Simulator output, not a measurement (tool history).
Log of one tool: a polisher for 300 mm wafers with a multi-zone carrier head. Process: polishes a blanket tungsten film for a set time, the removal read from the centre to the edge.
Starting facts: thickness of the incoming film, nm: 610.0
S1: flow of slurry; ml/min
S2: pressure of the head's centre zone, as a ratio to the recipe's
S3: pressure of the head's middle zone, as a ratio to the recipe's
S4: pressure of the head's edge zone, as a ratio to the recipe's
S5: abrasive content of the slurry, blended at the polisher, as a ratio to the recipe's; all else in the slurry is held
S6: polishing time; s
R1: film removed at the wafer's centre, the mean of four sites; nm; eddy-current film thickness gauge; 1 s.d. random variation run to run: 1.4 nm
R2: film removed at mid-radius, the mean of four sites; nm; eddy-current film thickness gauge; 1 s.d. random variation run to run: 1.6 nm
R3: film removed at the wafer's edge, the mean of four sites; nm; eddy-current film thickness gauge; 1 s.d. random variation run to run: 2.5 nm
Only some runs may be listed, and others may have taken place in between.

run,hour,S1,S2,S3,S4,S5,S6,R1,R2,R3
1,0.0,275,1.00,1.00,1.00,1.00,34,207.92,210.90,202.55
2,2.5,275,1.00,1.00,1.00,1.00,29,178.36,176.45,175.86
3,10.7,280,1.00,1.00,1.02,1.00,29,175.27,179.40,177.16
4,18.6,285,1.01,0.99,1.03,1.05,29,182.64,182.67,177.77
5,21.6,285,1.01,0.99,0.99,1.05,29,178.86,183.82,179.87
6,30.0,285,1.01,0.97,1.00,1.10,29,185.79,181.79,183.39
7,35.6,285,1.00,0.96,1.00,1.10,29,179.85,181.37,181.85
8,37.7,285,1.00,0.94,1.01,1.15,29,185.16,179.32,184.81

What will run 9 give?
9,40.4,285,0.99,0.93,1.01,1.20,29,?,?,?

For run 9 the tool returned R1 184.68 nm, R2 179.13 nm, R3 183.31 nm.

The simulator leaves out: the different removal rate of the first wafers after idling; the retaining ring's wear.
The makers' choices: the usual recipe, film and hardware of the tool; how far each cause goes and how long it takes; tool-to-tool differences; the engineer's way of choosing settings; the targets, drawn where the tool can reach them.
